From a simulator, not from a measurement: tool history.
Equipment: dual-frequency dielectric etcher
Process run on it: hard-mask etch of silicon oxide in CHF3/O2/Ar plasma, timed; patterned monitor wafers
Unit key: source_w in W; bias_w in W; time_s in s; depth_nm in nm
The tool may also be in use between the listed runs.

Run 1, hour 0.0: source_w 790 W, bias_w 135 W, time_s 37.0 s. Result: depth_nm 77.429 nm.
Run 2, hour 4.4: source_w 830 W, bias_w 137 W, time_s 37.0 s. Result: depth_nm 78.542 nm.
Run 3, hour 8.7: source_w 860 W, bias_w 140 W, time_s 37.0 s. Result: depth_nm 80.041 nm.
Run 4, hour 16.8: source_w 890 W, bias_w 142 W, time_s 37.0 s. Result: depth_nm 81.287 nm.
Run 5, hour 21.7: source_w 890 W, bias_w 142 W, time_s 37.0 s. Result: depth_nm 81.742 nm.
Run 6, hour 23.6: source_w 890 W, bias_w 128 W, time_s 37.0 s. Result: depth_nm 79.841 nm.
Run 7, hour 32.1: source_w 920 W, bias_w 130 W, time_s 37.0 s. Result: depth_nm 80.851 nm.
Run 8, hour 35.3: source_w 940 W, bias_w 132 W, time_s 37.0 s. Result: depth_nm 81.603 nm.
At hour 35.9: bias power generator calibrated.
Run 9, hour 35.9: source_w 960 W, bias_w 134 W, time_s 37.0 s. Result: depth_nm 83.219 nm.

Run 10 has not been measured yet. What should we expect?
Run 10, hour 39.9: source_w 980 W, bias_w 135 W, time_s 37.0 s. Result: depth_nm ?.

depth_nm: 83.655 nm
